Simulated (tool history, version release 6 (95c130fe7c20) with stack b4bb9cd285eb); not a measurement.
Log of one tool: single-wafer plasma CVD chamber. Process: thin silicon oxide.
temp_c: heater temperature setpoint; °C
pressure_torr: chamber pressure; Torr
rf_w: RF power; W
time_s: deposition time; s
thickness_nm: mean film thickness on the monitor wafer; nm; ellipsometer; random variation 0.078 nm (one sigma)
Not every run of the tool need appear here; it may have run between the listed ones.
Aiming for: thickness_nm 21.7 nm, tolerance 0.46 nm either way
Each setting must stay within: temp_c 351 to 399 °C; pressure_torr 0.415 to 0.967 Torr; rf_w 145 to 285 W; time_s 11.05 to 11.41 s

Run 1, hour 0: temp_c 375 °C, pressure_torr 0.691 Torr, rf_w 215 W, time_s 11.05 s. Result: thickness_nm 15.963 nm.
Run 2, hour 7.7: temp_c 375 °C, pressure_torr 0.691 Torr, rf_w 240 W, time_s 11.05 s. Result: thickness_nm 17.048 nm.
Run 3, hour 9.1: temp_c 365 °C, pressure_torr 0.691 Torr, rf_w 240 W, time_s 11.05 s. Result: thickness_nm 17.154 nm.
Run 4, hour 10.9: temp_c 365 °C, pressure_torr 0.691 Torr, rf_w 240 W, time_s 11.05 s. Result: thickness_nm 17.17 nm.
Run 5, hour 17.9: temp_c 365 °C, pressure_torr 0.783 Torr, rf_w 240 W, time_s 11.05 s. Result: thickness_nm 19.098 nm.
Run 6, hour 20.3: temp_c 365 °C, pressure_torr 0.692 Torr, rf_w 240 W, time_s 11.05 s. Result: thickness_nm 17.205 nm.
Run 7, hour 27.6: temp_c 365 °C, pressure_torr 0.716 Torr, rf_w 240 W, time_s 11.05 s. Result: thickness_nm 17.721 nm.
Run 8, hour 35.2: temp_c 365 °C, pressure_torr 0.854 Torr, rf_w 245 W, time_s 11.06 s. Result: thickness_nm 20.687 nm.
Run 9, hour 41.7: temp_c 365 °C, pressure_torr 0.86 Torr, rf_w 245 W, time_s 11.06 s. Result: thickness_nm 20.872 nm.
Run 10, hour 43.5: temp_c 365 °C, pressure_torr 0.865 Torr, rf_w 245 W, time_s 11.06 s. Result: thickness_nm 20.784 nm.
Run 11, hour 49.8: temp_c 365 °C, pressure_torr 0.87 Torr, rf_w 245 W, time_s 11.06 s. Result: thickness_nm 20.971 nm.
Run 12, hour 51.3: temp_c 365 °C, pressure_torr 0.874 Torr, rf_w 245 W, time_s 11.06 s. Result: thickness_nm 21.139 nm.
Run 13, hour 59.7: temp_c 365 °C, pressure_torr 0.877 Torr, rf_w 245 W, time_s 11.06 s. Result: thickness_nm 21.181 nm.
Run 14, hour 68.5: temp_c 365 °C, pressure_torr 0.88 Torr, rf_w 245 W, time_s 11.06 s. Result: thickness_nm 21.092 nm.
Run 15, hour 73.5: temp_c 365 °C, pressure_torr 0.884 Torr, rf_w 245 W, time_s 11.06 s. Result: thickness_nm 21.209 nm.

Of the 5 settings listed for the next run, only one would bring every result within its allowed miss of target. Which one?
Run A, hour 78.5: temp_c 367 °C, pressure_torr 0.89 Torr, rf_w 240 W, time_s 11.05 s. Result: thickness_nm ?.
Run B, hour 78.5: temp_c 357 °C, pressure_torr 0.847 Torr, rf_w 250 W, time_s 11.41 s. Result: thickness_nm ?.
Run C, hour 78.5: temp_c 358 °C, pressure_torr 0.857 Torr, rf_w 235 W, time_s 11.05 s. Result: thickness_nm ?.
Run D, hour 78.5: temp_c 365 °C, pressure_torr 0.829 Torr, rf_w 250 W, time_s 11.05 s. Result: thickness_nm ?.
Run E, hour 78.5: temp_c 365 °C, pressure_torr 0.798 Torr, rf_w 265 W, time_s 11.05 s. Result: thickness_nm ?.

move  thickness_nm
   A        21.135
   B        21.649
   C         20.42
   D        20.511
   E        20.524
A: its largest miss is bigger than the last run's
B: hits every target within its allowed miss
C: its largest miss is bigger than the last run's
D: its largest miss is bigger than the last run's
E: its largest miss is bigger than the last run's
Answer: B
